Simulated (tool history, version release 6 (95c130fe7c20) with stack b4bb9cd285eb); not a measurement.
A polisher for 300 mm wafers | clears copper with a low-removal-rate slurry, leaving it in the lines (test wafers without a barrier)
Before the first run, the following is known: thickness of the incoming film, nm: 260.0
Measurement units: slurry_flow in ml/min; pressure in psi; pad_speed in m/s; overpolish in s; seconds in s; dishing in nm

Run 1, hour 0.0: slurry_flow 250 ml/min, pressure 2.9 psi, pad_speed 1.1 m/s, slurry_solids 1.0, overpolish 14 s. Result: seconds 92.802 s, dishing 25.158 nm.
Run 2, hour 2.9: slurry_flow 250 ml/min, pressure 2.9 psi, pad_speed 1.1 m/s, slurry_solids 1.0, overpolish 17 s. Result: seconds 94.764 s, dishing 29.561 nm.
Run 3, hour 7.1: slurry_flow 250 ml/min, pressure 2.9 psi, pad_speed 1.1 m/s, slurry_solids 1.0, overpolish 14 s. Result: seconds 93.738 s, dishing 25.310 nm.
Run 4, hour 14.9: slurry_flow 245 ml/min, pressure 2.4 psi, pad_speed 1.1 m/s, slurry_solids 1.0, overpolish 16 s. Result: seconds 112.410 s, dishing 24.353 nm.
Run 5, hour 18.0: slurry_flow 180 ml/min, pressure 2.4 psi, pad_speed 1.1 m/s, slurry_solids 1.0, overpolish 16 s. Result: seconds 115.910 s, dishing 23.384 nm.
Run 6, hour 23.3: slurry_flow 180 ml/min, pressure 2.1 psi, pad_speed 1.1 m/s, slurry_solids 1.0, overpolish 18 s. Result: seconds 129.420 s, dishing 23.374 nm.
Run 7, hour 27.9: slurry_flow 180 ml/min, pressure 1.9 psi, pad_speed 1.1 m/s, slurry_solids 1.0, overpolish 19 s. Result: seconds 141.500 s, dishing 22.957 nm.
Run 8, hour 32.4: slurry_flow 180 ml/min, pressure 1.8 psi, pad_speed 1.1 m/s, slurry_solids 1.0, overpolish 20 s. Result: seconds 149.250 s, dishing 23.285 nm.

Run 9, settings as shown, results not yet in. Your forecast:
Run 9, hour 37.8: slurry_flow 180 ml/min, pressure 1.7 psi, pad_speed 1.1 m/s, slurry_solids 1.0, overpolish 21 s. Result: seconds ?, dishing ?.

For run 9 the tool returned seconds 154.840 s, dishing 22.628 nm.
